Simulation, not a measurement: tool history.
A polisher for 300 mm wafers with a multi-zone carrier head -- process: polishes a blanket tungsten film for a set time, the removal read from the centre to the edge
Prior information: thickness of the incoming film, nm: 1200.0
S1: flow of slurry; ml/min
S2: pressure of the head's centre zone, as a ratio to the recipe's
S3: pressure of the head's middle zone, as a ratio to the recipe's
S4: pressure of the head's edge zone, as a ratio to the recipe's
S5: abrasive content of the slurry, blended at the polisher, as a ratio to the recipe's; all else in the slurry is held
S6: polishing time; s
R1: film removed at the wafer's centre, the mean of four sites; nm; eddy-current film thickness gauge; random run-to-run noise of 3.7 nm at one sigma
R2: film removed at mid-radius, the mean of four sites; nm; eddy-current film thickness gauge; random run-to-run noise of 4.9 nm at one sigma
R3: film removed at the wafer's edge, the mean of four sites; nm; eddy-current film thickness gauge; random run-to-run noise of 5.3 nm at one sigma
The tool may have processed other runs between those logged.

| run | day | S1 | S2 | S3 | S4 | S5 | S6 | R1 | R2 | R3 |
|---|---|---|---|---|---|---|---|---|---|---|
| 1 | 0.000 | 180 | 1.00 | 1.00 | 1.00 | 1.00 | 61 | 278.28 | 270.13 | 256.41 |
| 2 | 0.179 | 185 | 0.99 | 1.02 | 1.05 | 1.15 | 64 | 295.70 | 300.72 | 286.12 |
| 3 | 0.362 | 185 | 0.92 | 1.02 | 1.05 | 1.15 | 64 | 272.10 | 294.62 | 294.15 |
| 4 | 0.396 | 185 | 0.92 | 1.06 | 1.05 | 1.15 | 64 | 273.32 | 307.68 | 278.50 |
|  | 0.700 | edge zone pressure recalibrated |
| 5 | 0.700 | 195 | 0.94 | 1.05 | 1.08 | 1.25 | 65 | 292.03 | 316.24 | 308.71 |
| 6 | 0.988 | 205 | 0.96 | 1.07 | 1.10 | 1.35 | 66 | 306.66 | 332.12 | 335.84 |
| 7 | 1.079 | 215 | 0.98 | 1.09 | 1.10 | 1.40 | 66 | 325.32 | 345.61 | 339.39 |

Run 8 has not been measured yet. What should we expect?
| 8 | 1.354 | 225 | 0.99 | 1.10 | 1.11 | 1.40 | 66 | ? | ? | ? |

{"run 8": {"R1": 326.51, "R2": 344.06, "R3": 327.67}}
